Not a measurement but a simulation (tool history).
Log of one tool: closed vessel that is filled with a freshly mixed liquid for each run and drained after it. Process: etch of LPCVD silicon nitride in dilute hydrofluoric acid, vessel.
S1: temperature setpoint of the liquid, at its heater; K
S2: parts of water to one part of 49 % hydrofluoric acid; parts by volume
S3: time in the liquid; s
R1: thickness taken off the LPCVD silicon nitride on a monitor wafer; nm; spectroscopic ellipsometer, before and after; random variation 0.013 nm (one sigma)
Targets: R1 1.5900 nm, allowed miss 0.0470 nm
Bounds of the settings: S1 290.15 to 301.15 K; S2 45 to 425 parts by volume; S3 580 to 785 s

run	hour	S1	S2	S3	R1
1	0.0	293.15	235	785	1.1383
2	9.7	294.15	235	785	1.2286
3	19.6	294.15	200	785	1.4296
4	28.1	294.15	200	785	1.4213
# hour 33.8: thermometer replaced
5	33.8	294.15	200	785	1.5224
6	39.6	294.15	125	785	2.3882
7	43.1	293.65	130	785	2.2479
8	48.8	293.15	135	785	2.0739
9	51.9	292.65	135	785	2.0179
10	56.3	292.65	135	785	2.0209
11	64.6	292.15	140	785	1.8941
12	66.5	292.15	140	785	1.9103
13	70.4	291.65	140	785	1.8301

4 next moves are on the table. One of them brings every result within its allowed miss. Which?
A	74.3	294.15	170	755	?
B	74.3	290.15	145	785	?
C	74.3	291.15	145	785	?
D	74.3	290.15	100	580	?

move	R1
A	1.7273
B	1.6016
C	1.7149
D	1.6945
A: nearer than the last run, and not there yet
B: meets every target
C: nearer than the last run, and not there yet
D: nearer than the last run, and not there yet
The right move is B.
